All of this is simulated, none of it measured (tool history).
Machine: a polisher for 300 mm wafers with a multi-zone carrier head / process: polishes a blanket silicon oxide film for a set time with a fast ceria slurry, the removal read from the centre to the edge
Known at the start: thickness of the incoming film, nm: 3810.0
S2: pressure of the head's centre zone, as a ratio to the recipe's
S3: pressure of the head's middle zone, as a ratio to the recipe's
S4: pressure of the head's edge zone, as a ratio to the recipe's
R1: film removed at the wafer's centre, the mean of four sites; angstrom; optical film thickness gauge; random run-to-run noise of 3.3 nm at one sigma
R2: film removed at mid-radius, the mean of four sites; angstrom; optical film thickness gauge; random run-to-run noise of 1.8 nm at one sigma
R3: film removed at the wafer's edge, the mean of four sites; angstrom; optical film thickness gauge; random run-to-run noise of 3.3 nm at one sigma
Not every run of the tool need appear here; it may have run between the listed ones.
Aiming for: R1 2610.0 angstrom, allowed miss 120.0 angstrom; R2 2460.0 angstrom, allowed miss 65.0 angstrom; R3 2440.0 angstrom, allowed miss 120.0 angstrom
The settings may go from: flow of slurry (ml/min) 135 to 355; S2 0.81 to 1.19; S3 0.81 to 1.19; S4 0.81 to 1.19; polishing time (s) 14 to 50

{"run": 1, "hour": 0.0, "flow of slurry (ml/min)": 225, "S2": 1.0, "S3": 1.0, "S4": 1.0, "polishing time (s)": 32, "R1": 3357.5, "R2": 3408.1, "R3": 3497.4}
{"run": 2, "hour": 1.6, "flow of slurry (ml/min)": 225, "S2": 1.0, "S3": 0.99, "S4": 0.98, "polishing time (s)": 31, "R1": 3315.9, "R2": 3253.4, "R3": 3209.8}
{"run": 3, "hour": 5.4, "flow of slurry (ml/min)": 225, "S2": 1.0, "S3": 0.91, "S4": 0.98, "polishing time (s)": 31, "R1": 3269.7, "R2": 3069.7, "R3": 3314.7}
{"run": 4, "hour": 11.0, "flow of slurry (ml/min)": 225, "S2": 1.0, "S3": 0.91, "S4": 0.98, "polishing time (s)": 35, "R1": 3677.5, "R2": 3485.9, "R3": 3687.6}
{"hour": 18.5, "done": "edge zone pressure recalibrated"}
{"run": 5, "hour": 18.5, "flow of slurry (ml/min)": 220, "S2": 0.99, "S3": 0.91, "S4": 0.96, "polishing time (s)": 34, "R1": 3528.7, "R2": 3365.4, "R3": 3683.1}
{"run": 6, "hour": 22.1, "flow of slurry (ml/min)": 220, "S2": 0.99, "S3": 0.91, "S4": 1.01, "polishing time (s)": 34, "R1": 3552.4, "R2": 3404.3, "R3": 3718.5}
{"run": 7, "hour": 25.3, "flow of slurry (ml/min)": 225, "S2": 0.99, "S3": 0.92, "S4": 1.0, "polishing time (s)": 33, "R1": 3395.0, "R2": 3287.9, "R3": 3606.5}
{"run": 8, "hour": 33.7, "flow of slurry (ml/min)": 225, "S2": 0.99, "S3": 0.92, "S4": 0.98, "polishing time (s)": 32, "R1": 3364.3, "R2": 3241.9, "R3": 3420.1}
{"run": 9, "hour": 39.1, "flow of slurry (ml/min)": 225, "S2": 0.99, "S3": 0.92, "S4": 0.97, "polishing time (s)": 31, "R1": 3241.0, "R2": 3100.1, "R3": 3252.0}

Below are 4 possible settings for the next run. Only one of them brings all results inside the allowed miss of their targets. Which is it?
{"run": "A", "hour": 44.5, "flow of slurry (ml/min)": 150, "S2": 0.85, "S3": 0.81, "S4": 1.19, "polishing time (s)": 33, "R1": "?", "R2": "?", "R3": "?"}
{"run": "B", "hour": 44.5, "flow of slurry (ml/min)": 250, "S2": 1.07, "S3": 0.97, "S4": 0.9, "polishing time (s)": 23, "R1": "?", "R2": "?", "R3": "?"}
{"run": "C", "hour": 44.5, "flow of slurry (ml/min)": 170, "S2": 1.15, "S3": 0.81, "S4": 1.07, "polishing time (s)": 25, "R1": "?", "R2": "?", "R3": "?"}
{"run": "D", "hour": 44.5, "flow of slurry (ml/min)": 205, "S2": 1.1, "S3": 0.81, "S4": 1.04, "polishing time (s)": 39, "R1": "?", "R2": "?", "R3": "?"}

move=A R1=2859.3 R2=2800.8 R3=3682.1
move=B R1=2524.0 R2=2445.2 R3=2458.3
move=C R1=2678.1 R2=2177.7 R3=2726.1
move=D R1=4216.2 R2=3512.3 R3=4310.5
A: misses by more than the last run did
B: all results in spec
C: takes the biggest miss from the last run beyond its target
D: misses by more than the last run did
Correct choice: B, which meets every target

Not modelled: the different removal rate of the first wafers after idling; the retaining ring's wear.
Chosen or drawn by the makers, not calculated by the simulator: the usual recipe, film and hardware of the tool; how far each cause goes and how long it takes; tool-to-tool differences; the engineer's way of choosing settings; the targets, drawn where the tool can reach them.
